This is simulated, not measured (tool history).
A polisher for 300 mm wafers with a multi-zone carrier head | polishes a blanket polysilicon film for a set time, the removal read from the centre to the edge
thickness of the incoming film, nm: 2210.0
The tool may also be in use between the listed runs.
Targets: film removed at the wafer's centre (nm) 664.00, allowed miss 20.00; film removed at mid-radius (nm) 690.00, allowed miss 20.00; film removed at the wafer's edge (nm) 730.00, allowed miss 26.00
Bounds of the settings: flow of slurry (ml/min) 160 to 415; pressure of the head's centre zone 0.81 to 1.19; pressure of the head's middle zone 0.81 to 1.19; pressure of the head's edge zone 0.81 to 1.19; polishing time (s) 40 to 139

run	hour	flow of slurry (ml/min)	pressure of the head's centre zone	pressure of the head's middle zone	pressure of the head's edge zone	polishing time (s)	film removed at the wafer's centre (nm)	film removed at mid-radius (nm)	film removed at the wafer's edge (nm)
1	0.0	265	1.00	1.00	1.00	89	554.01	575.14	581.10
2	3.2	265	1.00	1.00	0.96	89	564.35	580.93	565.70
3	10.5	265	1.06	1.00	0.96	89	603.94	571.78	565.94
4	11.9	275	1.06	1.02	1.01	91	622.74	597.94	591.04
5	17.2	280	1.05	1.02	1.04	94	623.28	621.31	634.84
6	20.8	335	1.05	1.02	1.04	94	643.18	634.12	626.35
7	24.2	330	1.05	1.03	1.07	96	650.23	639.57	647.34
8	25.1	325	1.05	1.04	1.09	98	668.96	669.12	662.77
9	32.9	320	1.04	1.03	1.11	99	665.10	665.54	688.90
10	36.0	315	1.04	1.03	1.12	100	668.48	679.69	689.02

4 next moves are on the table. One of them brings every result within its allowed miss. Which?
A	39.1	300	1.09	1.15	1.04	94	?	?	?
B	39.1	340	1.14	1.15	1.02	91	?	?	?
C	39.1	310	0.97	0.98	1.11	106	?	?	?
D	39.1	335	1.07	1.03	1.09	99	?	?	?

move	film removed at the wafer's centre (nm)	film removed at mid-radius (nm)	film removed at the wafer's edge (nm)
A	652.22	695.22	626.51
B	668.11	679.83	606.68
C	655.18	686.38	728.40
D	680.46	672.49	678.11
A: further off than the last run
B: further off than the last run
C: meets every target
D: further off than the last run
Answer: C

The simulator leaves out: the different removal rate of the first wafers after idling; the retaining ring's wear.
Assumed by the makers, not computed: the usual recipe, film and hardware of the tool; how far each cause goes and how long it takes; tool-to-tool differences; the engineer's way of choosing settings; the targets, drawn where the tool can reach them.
